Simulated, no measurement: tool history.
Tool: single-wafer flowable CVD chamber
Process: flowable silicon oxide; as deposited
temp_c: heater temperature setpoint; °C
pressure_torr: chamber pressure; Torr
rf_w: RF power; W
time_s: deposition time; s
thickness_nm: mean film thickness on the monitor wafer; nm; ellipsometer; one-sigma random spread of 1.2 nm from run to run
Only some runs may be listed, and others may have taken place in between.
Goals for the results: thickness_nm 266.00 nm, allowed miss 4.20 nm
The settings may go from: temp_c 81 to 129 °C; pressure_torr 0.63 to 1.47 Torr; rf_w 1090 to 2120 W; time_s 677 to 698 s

run	hour	temp_c	pressure_torr	rf_w	time_s	thickness_nm
1	0.0	105	1.05	1605	677	463.36
2	5.3	105	1.05	1805	677	478.67
3	7.3	108	1.05	1805	677	434.22
4	8.6	114	1.05	1805	677	359.76
5	16.0	114	1.05	1585	677	349.14
6	17.3	114	1.05	1585	677	349.82
7	18.0	116	1.05	1585	677	327.77
8	26.2	117	1.05	1585	677	319.29
9	33.3	118	1.05	1585	677	310.48
10	40.2	119	1.05	1585	677	301.09
11	41.1	119	1.05	1585	677	300.87
12	42.7	120	1.05	1585	677	291.96
13	48.7	121	1.05	1585	677	283.89
14	55.0	122	1.05	1585	677	273.62

4 candidate next runs follow, results not yet known. Just one meets every target within its allowed miss. Identify it.
A	61.3	119	1.01	1335	679	?
B	61.3	125	1.17	1280	684	?
C	61.3	123	1.08	1580	698	?
D	61.3	118	0.95	1700	677	?

move	thickness_nm
A	276.78
B	268.17
C	284.78
D	285.92
A: its largest miss is bigger than the last run's
B: all results in spec
C: its largest miss is bigger than the last run's
D: its largest miss is bigger than the last run's
B is the move that brings every result within its allowed miss.
